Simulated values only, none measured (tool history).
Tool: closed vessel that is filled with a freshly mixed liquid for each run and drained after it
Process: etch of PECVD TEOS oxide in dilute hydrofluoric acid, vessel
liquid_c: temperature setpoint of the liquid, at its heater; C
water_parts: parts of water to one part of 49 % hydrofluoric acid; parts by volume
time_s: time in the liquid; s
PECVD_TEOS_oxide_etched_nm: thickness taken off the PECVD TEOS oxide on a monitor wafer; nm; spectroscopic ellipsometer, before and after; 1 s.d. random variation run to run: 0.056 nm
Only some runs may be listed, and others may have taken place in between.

| run | hour | liquid_c | water_parts | time_s | PECVD_TEOS_oxide_etched_nm |
|---|---|---|---|---|---|
| 1 | 0.0 | 20.0 | 120 | 120 | 13.6220 |
| 2 | 5.8 | 20.0 | 160 | 120 | 9.7841 |
| 3 | 8.8 | 19.5 | 160 | 120 | 9.5025 |
| 4 | 15.4 | 22.5 | 160 | 120 | 10.7820 |
| 5 | 20.6 | 22.5 | 160 | 130 | 11.6950 |
| 6 | 28.5 | 21.5 | 165 | 130 | 10.8920 |
| 7 | 37.8 | 21.0 | 165 | 130 | 10.5100 |
| 8 | 41.9 | 20.5 | 165 | 130 | 10.3110 |
| 9 | 48.5 | 20.0 | 165 | 130 | 10.0880 |
| 10 | 49.3 | 19.5 | 165 | 130 | 10.0350 |
| 11 | 51.0 | 19.0 | 165 | 130 | 9.7755 |
| 12 | 54.6 | 18.5 | 165 | 130 | 9.5874 |

For run 13, what comes out?
| 13 | 56.6 | 17.5 | 170 | 130 | ? |

PECVD_TEOS_oxide_etched_nm: 8.9452 nm
